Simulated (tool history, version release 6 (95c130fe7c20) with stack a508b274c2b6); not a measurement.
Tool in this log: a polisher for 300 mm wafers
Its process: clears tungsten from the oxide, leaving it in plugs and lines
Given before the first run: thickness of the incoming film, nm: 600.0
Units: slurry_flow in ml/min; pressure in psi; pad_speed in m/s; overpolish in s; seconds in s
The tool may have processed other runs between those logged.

Run 1, hour 0.0: slurry_flow 190 ml/min, pressure 3.5 psi, pad_speed 0.94 m/s, slurry_solids 1.0, overpolish 10 s. Result: seconds 163.38 s.
Run 2, hour 6.7: slurry_flow 190 ml/min, pressure 3.0 psi, pad_speed 0.94 m/s, slurry_solids 1.0, overpolish 10 s. Result: seconds 189.98 s.
Run 3, hour 10.0: slurry_flow 185 ml/min, pressure 2.5 psi, pad_speed 0.82 m/s, slurry_solids 1.0, overpolish 10 s. Result: seconds 256.19 s.
Run 4, hour 17.7: slurry_flow 185 ml/min, pressure 2.5 psi, pad_speed 0.82 m/s, slurry_solids 0.9, overpolish 10 s. Result: seconds 268.85 s.
Run 5, hour 21.2: slurry_flow 185 ml/min, pressure 2.2 psi, pad_speed 0.82 m/s, slurry_solids 0.9, overpolish 10 s. Result: seconds 295.64 s.
Run 6, hour 26.6: slurry_flow 185 ml/min, pressure 2.2 psi, pad_speed 0.82 m/s, slurry_solids 0.9, overpolish 8 s. Result: seconds 302.28 s.
Run 7, hour 32.5: slurry_flow 185 ml/min, pressure 2.0 psi, pad_speed 0.78 m/s, slurry_solids 0.9, overpolish 8 s. Result: seconds 341.08 s.

Run 8 is up next; what results do you expect?
Run 8, hour 37.5: slurry_flow 185 ml/min, pressure 1.9 psi, pad_speed 0.76 m/s, slurry_solids 0.9, overpolish 8 s. Result: seconds ?.

{"run 8": {"seconds": 359.81}}
